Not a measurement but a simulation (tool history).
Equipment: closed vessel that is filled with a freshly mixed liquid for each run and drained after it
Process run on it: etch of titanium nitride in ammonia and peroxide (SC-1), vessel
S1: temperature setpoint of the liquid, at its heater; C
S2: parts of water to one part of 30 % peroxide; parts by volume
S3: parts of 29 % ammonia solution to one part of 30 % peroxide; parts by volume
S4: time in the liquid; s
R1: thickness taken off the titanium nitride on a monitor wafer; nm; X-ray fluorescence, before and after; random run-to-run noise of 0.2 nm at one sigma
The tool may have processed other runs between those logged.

run 1 hour=0 | S1=50 S2=7.5 S3=0.55 S4=1440 | R1=54.543
run 2 hour=5.2 | S1=50 S2=7.5 S3=0.65 S4=1440 | R1=55.577
run 3 hour=11.4 | S1=50 S2=7.5 S3=0.55 S4=1440 | R1=54.306
run 4 hour=17 | S1=50 S2=7.5 S3=0.55 S4=1545 | R1=58.832
run 5 hour=20.9 | S1=49 S2=7.5 S3=0.55 S4=1545 | R1=54.33
run 6 hour=23.8 | S1=49 S2=7.5 S3=0.55 S4=1440 | R1=50.909

Predict the results of run 7:
run 7 hour=28.8 | S1=48.5 S2=7.5 S3=0.55 S4=1440 | R1=?

R1: 48.901 nm
